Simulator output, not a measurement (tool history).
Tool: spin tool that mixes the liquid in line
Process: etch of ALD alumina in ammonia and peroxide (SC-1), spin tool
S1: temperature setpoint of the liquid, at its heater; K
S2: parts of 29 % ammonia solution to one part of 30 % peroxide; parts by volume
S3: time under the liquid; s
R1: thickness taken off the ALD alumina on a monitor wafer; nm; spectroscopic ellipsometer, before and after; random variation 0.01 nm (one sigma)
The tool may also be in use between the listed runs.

run	hour	S1	S2	S3	R1
1	0.0	320.15	0.50	75	2.0285
2	1.8	317.65	0.50	75	1.7658
3	7.9	323.65	0.50	75	2.4470
4	13.0	320.15	0.50	75	2.0218
5	16.1	317.65	0.50	75	1.7749
6	21.8	317.65	0.65	75	1.7907

The next listed run, before its measurement:
7	24.0	315.65	0.65	75	?

R1: 1.6084 nm
